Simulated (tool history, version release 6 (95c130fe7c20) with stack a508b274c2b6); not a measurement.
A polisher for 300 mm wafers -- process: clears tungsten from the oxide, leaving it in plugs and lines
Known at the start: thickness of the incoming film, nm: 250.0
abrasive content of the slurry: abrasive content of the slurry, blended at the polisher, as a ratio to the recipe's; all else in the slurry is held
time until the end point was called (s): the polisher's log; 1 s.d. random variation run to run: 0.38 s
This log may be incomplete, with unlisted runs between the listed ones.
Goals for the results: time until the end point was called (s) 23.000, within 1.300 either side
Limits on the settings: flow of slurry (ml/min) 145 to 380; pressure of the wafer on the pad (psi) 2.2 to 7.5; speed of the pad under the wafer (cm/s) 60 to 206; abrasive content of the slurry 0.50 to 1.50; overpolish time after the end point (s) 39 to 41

| run | hour | flow of slurry (ml/min) | pressure of the wafer on the pad (psi) | speed of the pad under the wafer (cm/s) | abrasive content of the slurry | overpolish time after the end point (s) | time until the end point was called (s) |
|---|---|---|---|---|---|---|---|
| 1 | 0.0 | 245 | 4.8 | 132 | 1.00 | 39 | 33.293 |
| 2 | 7.0 | 245 | 4.8 | 132 | 1.00 | 39 | 32.329 |
| 3 | 14.3 | 245 | 5.0 | 132 | 1.00 | 39 | 31.837 |
| 4 | 19.0 | 245 | 5.0 | 132 | 0.85 | 39 | 32.990 |
| 5 | 24.1 | 245 | 3.9 | 132 | 0.85 | 39 | 42.151 |
| 6 | 26.5 | 245 | 4.2 | 132 | 0.85 | 39 | 39.268 |
|  | 27.9 | slurry blender recalibrated |
| 7 | 27.9 | 245 | 4.4 | 132 | 0.85 | 39 | 33.826 |
| 8 | 32.5 | 245 | 4.6 | 132 | 0.85 | 39 | 33.227 |
| 9 | 35.2 | 245 | 4.7 | 132 | 0.85 | 39 | 31.666 |
| 10 | 43.2 | 245 | 4.8 | 132 | 0.85 | 39 | 31.280 |

Pick the move, out of 4, that brings all results within their allowed miss; only one does.
| A | 51.2 | 265 | 5.6 | 162 | 0.85 | 41 | ? |
| B | 51.2 | 310 | 3.9 | 130 | 0.75 | 39 | ? |
| C | 51.2 | 250 | 4.2 | 100 | 0.80 | 39 | ? |
| D | 51.2 | 230 | 5.4 | 154 | 0.70 | 39 | ? |

| move | time until the end point was called (s) |
|---|---|
| A | 22.462 |
| B | 37.750 |
| C | 41.711 |
| D | 25.812 |
A: meets every target
B: lands further from the targets than the last run did
C: lands further from the targets than the last run did
D: moves toward the targets from the last run without getting all of them in spec
The move that meets every target is A.
